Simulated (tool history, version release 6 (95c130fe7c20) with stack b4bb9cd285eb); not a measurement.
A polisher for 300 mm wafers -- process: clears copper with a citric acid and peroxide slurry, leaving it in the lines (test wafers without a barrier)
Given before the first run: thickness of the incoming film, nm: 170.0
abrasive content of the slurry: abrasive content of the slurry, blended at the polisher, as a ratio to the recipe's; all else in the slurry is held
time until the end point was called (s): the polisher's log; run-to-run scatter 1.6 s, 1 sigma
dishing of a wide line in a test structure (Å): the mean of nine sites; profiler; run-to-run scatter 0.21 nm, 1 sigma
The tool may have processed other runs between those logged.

run  hour  flow of slurry (ml/min)  pressure of the wafer on the pad (kPa)  speed of the pad under the wafer (m/s)  abrasive content of the slurry  overpolish time after the end point (s)  time until the end point was called (s)  dishing of a wide line in a test structure (Å)
  1   0.0                      230                                    20.7                                    1.00                             1.0                                       14                                   66.203                                          244.85
  2   0.7                      230                                    22.8                                    1.00                             1.0                                       14                                   59.240                                          267.37
  3   2.7                      230                                    22.8                                    1.00                             1.0                                       17                                   59.628                                          320.50
  4  11.0                      260                                    22.8                                    1.00                             1.0                                       17                                   60.272                                          317.32
  5  15.2                      290                                    22.8                                    1.00                             1.0                                       17                                   57.555                                          334.54
  6  20.8                      345                                    22.8                                    1.00                             1.0                                       17                                   55.928                                          328.36
  7  27.6                      335                                    18.6                                    1.00                             1.0                                       17                                   69.728                                          276.93
  8  29.1                      330                                    15.9                                    1.00                             1.0                                       17                                   81.354                                          240.02
  9  37.0                      325                                    14.5                                    1.00                             1.0                                       17                                   89.144                                          217.98
 10  42.0                      325                                    14.5                                    1.00                             1.0                                       17                                   90.874                                          219.55
 11  48.7                      315                                    13.8                                    1.00                             1.0                                       17                                   94.535                                          208.68
 12  50.7                      270                                    11.7                                    1.00                             1.0                                       18                                  113.120                                          190.97
 13  53.8                      280                                    11.7                                    1.00                             1.0                                       18                                  107.930                                          188.77
 14  56.6                      285                                    11.7                                    1.00                             1.0                                       18                                  110.000                                          187.63

Run 15 comes next. What will it give?
 15  65.5                      285                                    11.7                                    1.00                             1.0                                       18                                        ?                                               ?

{"run 15": {"time until the end point was called (s)": 107.88, "dishing of a wide line in a test structure (Å)": 186.13}}
